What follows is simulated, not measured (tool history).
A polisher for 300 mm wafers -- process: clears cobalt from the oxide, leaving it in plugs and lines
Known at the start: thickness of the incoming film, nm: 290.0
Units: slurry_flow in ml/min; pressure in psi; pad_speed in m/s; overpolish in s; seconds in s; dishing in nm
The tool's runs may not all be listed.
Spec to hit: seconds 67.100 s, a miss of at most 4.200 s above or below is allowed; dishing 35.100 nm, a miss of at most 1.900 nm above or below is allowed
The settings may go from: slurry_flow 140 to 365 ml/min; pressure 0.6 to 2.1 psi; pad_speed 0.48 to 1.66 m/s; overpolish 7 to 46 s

run 1 day=0.000 | slurry_flow=235 pressure=1.3 pad_speed=1.06 overpolish=24 | seconds=78.905 dishing=52.172
run 2 day=0.246 | slurry_flow=275 pressure=1.3 pad_speed=1.06 overpolish=24 | seconds=77.665 dishing=52.588
run 3 day=0.617 | slurry_flow=275 pressure=1.3 pad_speed=0.94 overpolish=24 | seconds=85.117 dishing=50.108
run 4 day=0.738 | slurry_flow=275 pressure=1.3 pad_speed=1.18 overpolish=24 | seconds=73.766 dishing=55.673
run 5 day=0.942 | slurry_flow=265 pressure=1.3 pad_speed=1.14 overpolish=22 | seconds=73.712 dishing=52.820
run 6 day=1.283 | slurry_flow=265 pressure=1.3 pad_speed=1.38 overpolish=22 | seconds=64.364 dishing=56.566
run 7 day=1.567 | slurry_flow=250 pressure=1.3 pad_speed=1.38 overpolish=20 | seconds=63.382 dishing=52.524
run 8 day=1.633 | slurry_flow=250 pressure=1.3 pad_speed=1.38 overpolish=19 | seconds=64.042 dishing=51.810
run 9 day=1.688 | slurry_flow=240 pressure=1.3 pad_speed=1.38 overpolish=18 | seconds=65.566 dishing=50.069
run 10 day=2.000 | slurry_flow=230 pressure=1.3 pad_speed=1.38 overpolish=17 | seconds=64.443 dishing=48.456
run 11 day=2.154 | slurry_flow=225 pressure=1.3 pad_speed=1.38 overpolish=16 | seconds=66.295 dishing=44.968
run 12 day=2.429 | slurry_flow=225 pressure=1.3 pad_speed=1.38 overpolish=15 | seconds=65.726 dishing=43.341
run 13 day=2.504 | slurry_flow=225 pressure=1.3 pad_speed=1.38 overpolish=7 | seconds=64.990 dishing=24.409
run 14 day=2.696 | slurry_flow=220 pressure=1.3 pad_speed=1.40 overpolish=7 | seconds=65.838 dishing=25.307
run 15 day=2.992 | slurry_flow=215 pressure=1.3 pad_speed=1.42 overpolish=7 | seconds=65.639 dishing=26.051
run 16 day=3.283 | slurry_flow=210 pressure=1.3 pad_speed=1.44 overpolish=7 | seconds=65.121 dishing=25.467
run 17 day=3.538 | slurry_flow=210 pressure=1.3 pad_speed=1.46 overpolish=8 | seconds=64.249 dishing=28.936
run 18 day=3.600 | slurry_flow=205 pressure=1.3 pad_speed=1.46 overpolish=8 | seconds=63.312 dishing=28.184

4 candidate next runs follow, results not yet known. Just one meets every target within its allowed miss. Identify it.
run A day=3.662 | slurry_flow=245 pressure=1.1 pad_speed=1.56 overpolish=11 | seconds=? dishing=?
run B day=3.662 | slurry_flow=290 pressure=1.5 pad_speed=1.46 overpolish=9 | seconds=? dishing=?
run C day=3.662 | slurry_flow=290 pressure=1.1 pad_speed=1.42 overpolish=10 | seconds=? dishing=?
run D day=3.662 | slurry_flow=165 pressure=1.5 pad_speed=1.42 overpolish=10 | seconds=? dishing=?

move=A seconds=67.112 dishing=34.418
move=B seconds=56.035 dishing=33.876
move=C seconds=71.136 dishing=30.635
move=D seconds=60.708 dishing=34.523
A: all results land within tolerance of their targets
B: brings the last run's worst result on target, with another outside its allowed miss
C: an improvement on the last run, though not all results are within tolerance
D: brings the last run's worst result on target, with another outside its allowed miss
A is the move that brings every result within its allowed miss.

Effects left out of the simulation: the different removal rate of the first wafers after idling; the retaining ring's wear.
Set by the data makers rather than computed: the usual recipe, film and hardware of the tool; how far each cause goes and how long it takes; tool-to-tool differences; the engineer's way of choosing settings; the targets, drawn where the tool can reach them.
